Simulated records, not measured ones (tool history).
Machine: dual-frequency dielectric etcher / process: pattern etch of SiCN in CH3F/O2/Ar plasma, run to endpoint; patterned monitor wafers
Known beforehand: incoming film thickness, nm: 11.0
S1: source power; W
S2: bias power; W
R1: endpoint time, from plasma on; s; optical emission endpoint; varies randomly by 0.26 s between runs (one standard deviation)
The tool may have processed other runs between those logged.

| run | hour | S1 | S2 | R1 |
|---|---|---|---|---|
| 1 | 0 | 310 | 80 | 31.464 |
| 2 | 6.1 | 310 | 94 | 29.914 |
| 3 | 12 | 310 | 85 | 30.547 |
| 4 | 17.1 | 280 | 85 | 32.359 |
| 5 | 22.5 | 280 | 79 | 33.222 |
| 6 | 29.3 | 280 | 72 | 34.062 |

Run 7, settings as shown, results not yet in. Your forecast:
| 7 | 32.1 | 270 | 71 | ? |

{"run 7": {"R1": 34.799}}

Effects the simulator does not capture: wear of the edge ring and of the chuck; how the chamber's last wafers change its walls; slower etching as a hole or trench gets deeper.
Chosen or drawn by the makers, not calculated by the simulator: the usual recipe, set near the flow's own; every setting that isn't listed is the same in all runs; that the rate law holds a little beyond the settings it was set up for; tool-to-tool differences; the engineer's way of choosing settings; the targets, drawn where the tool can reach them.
